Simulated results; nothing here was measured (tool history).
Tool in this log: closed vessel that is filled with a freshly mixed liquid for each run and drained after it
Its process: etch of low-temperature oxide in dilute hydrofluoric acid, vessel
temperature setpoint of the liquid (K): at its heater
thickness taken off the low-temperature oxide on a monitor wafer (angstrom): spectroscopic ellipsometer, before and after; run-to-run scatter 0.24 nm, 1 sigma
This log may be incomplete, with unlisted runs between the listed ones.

| run | hour | temperature setpoint of the liquid (K) | parts of water to one part of 49 % hydrofluoric acid (parts by volume) | time in the liquid (s) | thickness taken off the low-temperature oxide on a monitor wafer (angstrom) |
|---|---|---|---|---|---|
| 1 | 0.0 | 295.15 | 185 | 485 | 354.53 |
| 2 | 9.0 | 295.15 | 185 | 515 | 365.75 |
| 3 | 17.2 | 293.65 | 190 | 515 | 340.85 |
| 4 | 22.3 | 293.65 | 135 | 515 | 502.50 |
| 5 | 23.0 | 292.65 | 155 | 515 | 412.68 |
| 6 | 29.8 | 291.65 | 165 | 515 | 369.24 |

Expected results for the next run?
| 7 | 30.7 | 291.15 | 175 | 515 | ? |

{"run 7": {"thickness taken off the low-temperature oxide on a monitor wafer (angstrom)": 334.72}}
